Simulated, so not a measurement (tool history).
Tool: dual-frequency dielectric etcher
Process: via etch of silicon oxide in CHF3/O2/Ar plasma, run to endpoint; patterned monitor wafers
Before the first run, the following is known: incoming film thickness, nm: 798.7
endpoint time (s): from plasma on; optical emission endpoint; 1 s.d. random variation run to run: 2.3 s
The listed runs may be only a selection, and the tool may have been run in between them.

| run | day | source power (W) | bias power (W) | endpoint time (s) |
|---|---|---|---|---|
| 1 | 0.000 | 870 | 132 | 360.68 |
| 2 | 0.125 | 1010 | 132 | 346.57 |
| 3 | 0.229 | 1030 | 133 | 350.28 |
| 4 | 0.429 | 1100 | 133 | 340.67 |
| 5 | 0.621 | 1110 | 135 | 341.32 |
| 6 | 0.875 | 1110 | 122 | 349.00 |
| 7 | 1.129 | 1130 | 125 | 347.82 |
| 8 | 1.221 | 1140 | 128 | 337.08 |
| 9 | 1.583 | 1150 | 129 | 336.48 |

Run 10 comes next. What will it give?
| 10 | 1.825 | 1160 | 130 | ? |

endpoint time (s): 335.80
